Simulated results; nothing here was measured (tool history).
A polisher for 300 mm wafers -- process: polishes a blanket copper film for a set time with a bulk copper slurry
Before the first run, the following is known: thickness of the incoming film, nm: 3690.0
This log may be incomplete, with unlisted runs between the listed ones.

run  hour  flow of slurry (ml/min)  pressure of the wafer on the pad (kPa)  speed of the pad under the wafer (m/s)  abrasive content of the slurry  polishing time (s)  film removed (angstrom)
  1     0                      280                                    22.8                                     1.2                               1                  21                   2957.4
  2   1.8                      280                                    22.8                                     1.5                               1                  21                   3750.8
  3   2.6                      280                                    22.8                                     1.5                               1                  21                   3744.3
  4  11.2                      280                                    20.7                                     1.5                               1                  21                   3478.9
  5  11.8                      280                                    20.7                                     1.5                             0.8                  21                   3275.2
  6  18.5                      280                                    19.3                                     1.5                             0.8                  21                   3194.3

For run 7, what comes out?
  7  24.5                      280                                    17.2                                     1.5                             0.8                  21                        ?

film removed (angstrom): 2962.3

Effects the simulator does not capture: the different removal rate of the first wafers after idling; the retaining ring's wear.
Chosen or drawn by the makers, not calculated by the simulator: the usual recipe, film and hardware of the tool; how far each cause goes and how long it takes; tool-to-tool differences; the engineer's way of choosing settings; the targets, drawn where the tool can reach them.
